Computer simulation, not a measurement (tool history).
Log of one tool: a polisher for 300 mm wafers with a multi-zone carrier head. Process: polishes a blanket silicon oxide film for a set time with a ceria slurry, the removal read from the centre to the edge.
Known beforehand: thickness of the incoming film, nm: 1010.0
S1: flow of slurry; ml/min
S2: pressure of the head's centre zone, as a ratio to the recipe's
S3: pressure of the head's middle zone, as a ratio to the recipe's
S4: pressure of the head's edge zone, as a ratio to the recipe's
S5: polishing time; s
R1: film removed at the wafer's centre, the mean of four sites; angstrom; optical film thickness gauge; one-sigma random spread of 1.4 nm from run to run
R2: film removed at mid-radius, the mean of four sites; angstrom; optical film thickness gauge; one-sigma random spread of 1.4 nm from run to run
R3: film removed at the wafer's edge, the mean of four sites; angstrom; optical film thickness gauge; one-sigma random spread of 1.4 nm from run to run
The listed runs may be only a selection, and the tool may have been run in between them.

Run 1, day 0.000: S1 240 ml/min, S2 1.00, S3 1.00, S4 1.00, S5 60 s. Result: R1 1539.8 angstrom, R2 1556.5 angstrom, R3 1614.5 angstrom.
Run 2, day 0.175: S1 240 ml/min, S2 1.05, S3 1.00, S4 1.00, S5 60 s. Result: R1 1547.4 angstrom, R2 1536.6 angstrom, R3 1608.0 angstrom.
Run 3, day 0.550: S1 235 ml/min, S2 1.03, S3 1.00, S4 1.01, S5 58 s. Result: R1 1544.1 angstrom, R2 1459.4 angstrom, R3 1558.9 angstrom.
Run 4, day 0.654: S1 285 ml/min, S2 1.03, S3 1.00, S4 1.01, S5 58 s. Result: R1 1559.3 angstrom, R2 1533.3 angstrom, R3 1574.3 angstrom.
Run 5, day 0.767: S1 275 ml/min, S2 1.00, S3 0.99, S4 1.00, S5 57 s. Result: R1 1485.8 angstrom, R2 1486.8 angstrom, R3 1536.6 angstrom.
Run 6, day 0.929: S1 225 ml/min, S2 1.00, S3 0.99, S4 1.00, S5 57 s. Result: R1 1450.7 angstrom, R2 1445.0 angstrom, R3 1531.4 angstrom.
Run 7, day 1.038: S1 220 ml/min, S2 0.98, S3 0.98, S4 0.99, S5 56 s. Result: R1 1430.5 angstrom, R2 1405.7 angstrom, R3 1472.1 angstrom.
Run 8, day 1.167: S1 215 ml/min, S2 0.96, S3 0.98, S4 1.00, S5 55 s. Result: R1 1376.8 angstrom, R2 1372.8 angstrom, R3 1464.8 angstrom.
Run 9, day 1.196: S1 210 ml/min, S2 0.94, S3 0.98, S4 1.00, S5 55 s. Result: R1 1341.7 angstrom, R2 1392.1 angstrom, R3 1448.6 angstrom.
Run 10, day 1.467: S1 205 ml/min, S2 0.93, S3 0.97, S4 1.00, S5 55 s. Result: R1 1320.9 angstrom, R2 1371.5 angstrom, R3 1429.5 angstrom.
Run 11, day 1.667: S1 200 ml/min, S2 0.92, S3 0.97, S4 1.00, S5 55 s. Result: R1 1318.3 angstrom, R2 1349.5 angstrom, R3 1450.7 angstrom.

The next listed run, before its measurement:
Run 12, day 1.921: S1 200 ml/min, S2 0.91, S3 0.97, S4 1.00, S5 55 s. Result: R1 ?, R2 ?, R3 ?.

{"run 12": {"R1": 1333.9, "R2": 1357.8, "R3": 1428.7}}

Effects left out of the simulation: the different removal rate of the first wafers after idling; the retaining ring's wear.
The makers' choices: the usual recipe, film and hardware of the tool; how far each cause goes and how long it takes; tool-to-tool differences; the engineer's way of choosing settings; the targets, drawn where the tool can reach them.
